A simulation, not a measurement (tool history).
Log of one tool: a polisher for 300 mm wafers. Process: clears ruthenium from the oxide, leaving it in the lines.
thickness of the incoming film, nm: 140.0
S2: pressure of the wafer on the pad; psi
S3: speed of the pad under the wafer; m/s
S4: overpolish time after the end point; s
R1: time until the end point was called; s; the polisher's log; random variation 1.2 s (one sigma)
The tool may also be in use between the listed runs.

run 1 hour=0.0 | flow_of_slurry_(ml/min)=155 S2=2.3 S3=0.88 S4=11 | R1=124.540
run 2 hour=2.3 | flow_of_slurry_(ml/min)=155 S2=2.6 S3=0.90 S4=11 | R1=107.170
run 3 hour=4.1 | flow_of_slurry_(ml/min)=155 S2=2.8 S3=0.90 S4=11 | R1=102.330
run 4 hour=12.4 | flow_of_slurry_(ml/min)=155 S2=3.0 S3=0.90 S4=11 | R1=95.196
run 5 hour=21.0 | flow_of_slurry_(ml/min)=155 S2=3.0 S3=0.90 S4=9 | R1=94.553
run 6 hour=29.9 | flow_of_slurry_(ml/min)=155 S2=3.1 S3=0.90 S4=9 | R1=94.708
run 7 hour=32.0 | flow_of_slurry_(ml/min)=155 S2=3.3 S3=0.90 S4=9 | R1=86.490

Forecast run 8:
run 8 hour=35.8 | flow_of_slurry_(ml/min)=155 S2=3.4 S3=0.90 S4=9 | R1=?

R1: 84.355 s
